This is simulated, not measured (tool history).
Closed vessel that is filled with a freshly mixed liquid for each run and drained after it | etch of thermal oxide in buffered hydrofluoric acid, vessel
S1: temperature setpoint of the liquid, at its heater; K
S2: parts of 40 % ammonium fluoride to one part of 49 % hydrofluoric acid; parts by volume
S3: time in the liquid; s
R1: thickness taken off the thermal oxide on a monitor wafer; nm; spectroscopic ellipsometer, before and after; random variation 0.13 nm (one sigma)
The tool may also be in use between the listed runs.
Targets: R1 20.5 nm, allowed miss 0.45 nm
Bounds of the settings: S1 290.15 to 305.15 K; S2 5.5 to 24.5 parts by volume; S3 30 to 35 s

run  hour      S1    S2  S3      R1
  1     0  297.15    15  35   28.61
  2   2.7  299.65    15  35  32.891
  3     4  297.15    15  35  28.579
  4   5.4  297.15    15  30  24.709
  5  13.8  300.65    15  30    29.5
  6  17.9  300.65  16.5  30  27.322
  7  23.2  300.65  16.5  30  26.807
  8  32.4  298.65  16.5  30  23.921

Which of these 4 next moves meets every target?
  A  41.6  299.15    19  30   ?
  B  41.6  296.65  17.5  30   ?
  C  41.6  297.65  19.5  30   ?
  D  41.6  295.65    16  30   ?

move      R1
   A  21.664
   B  20.504
   C  19.465
   D  21.197
A: nearer than the last run, and not there yet
B: meets every target
C: takes the result that was furthest off past its target
D: nearer than the last run, and not there yet
Answer: B

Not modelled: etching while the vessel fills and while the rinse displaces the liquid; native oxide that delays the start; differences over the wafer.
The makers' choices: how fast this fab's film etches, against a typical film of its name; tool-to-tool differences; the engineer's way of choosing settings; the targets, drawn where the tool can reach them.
